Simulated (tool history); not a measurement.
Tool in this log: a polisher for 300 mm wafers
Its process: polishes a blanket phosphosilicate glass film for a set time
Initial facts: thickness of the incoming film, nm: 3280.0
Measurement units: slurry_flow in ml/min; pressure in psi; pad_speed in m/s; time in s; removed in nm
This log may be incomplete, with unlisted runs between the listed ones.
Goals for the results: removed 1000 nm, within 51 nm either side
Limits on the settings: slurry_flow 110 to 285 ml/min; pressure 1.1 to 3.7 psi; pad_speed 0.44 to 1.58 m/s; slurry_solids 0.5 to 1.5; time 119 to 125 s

run,hour,slurry_flow,pressure,pad_speed,slurry_solids,time,removed
1,0,180,2.4,1,1,119,700.89
2,2.9,180,2.4,1,1,119,702.64
3,6.9,180,2.6,1.02,1,119,750.42
4,9.2,225,2.6,1.02,1,119,762.45
5,12,225,2.6,1.24,1,119,891.36
6,15.7,225,2.6,1.24,1,119,893.81
7,17.2,225,2.7,1.24,1,119,918.95
8,25.8,225,2.8,1.24,1,119,948.11

Which single option among these 4 for the next run brings every result within its allowed miss of target? Just one does.
A,34.4,215,2.7,1.16,1.1,119,?
B,34.4,245,3,1.02,1.15,119,?
C,34.4,255,3.1,1.28,0.9,125,?
D,34.4,240,2.6,1.28,1.05,125,?

move,removed
A,902.34
B,921.94
C,1084.6
D,983.32
A: its largest miss is bigger than the last run's
B: its largest miss is bigger than the last run's
C: takes the biggest miss from the last run beyond its target
D: every result within its allowed miss
D meets every target.
